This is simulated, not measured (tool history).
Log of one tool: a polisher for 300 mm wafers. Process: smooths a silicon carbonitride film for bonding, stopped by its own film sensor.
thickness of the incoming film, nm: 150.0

run  hour  flow of slurry (ml/min)  pressure of the wafer on the pad (psi)  speed of the pad under the wafer (cm/s)  abrasive content of the slurry  target thickness at which the film sensor stops the polish (nm)  time until the film sensor stopped the polish (s)
  1   0.0                      225                                     2.6                                      104                             1.0                                                              113                                             85.840
  2   7.4                      265                                     2.6                                      104                             1.0                                                              113                                             84.640
  3  12.9                      265                                     2.3                                      102                             1.0                                                              113                                             99.575
  4  16.7                      265                                     2.1                                      102                             1.0                                                              113                                            106.700
  5  24.7                      265                                     2.0                                      102                             1.0                                                              113                                            111.520
  6  27.1                      265                                     2.0                                      102                             1.0                                                              113                                            112.980
  7  27.9                      265                                     1.9                                      102                             1.0                                                              113                                            118.880

Forecast run 8:
  8  33.2                      265                                     1.8                                      102                             1.0                                                              113                                                  ?

{"run 8": {"time until the film sensor stopped the polish (s)": 121.1}}
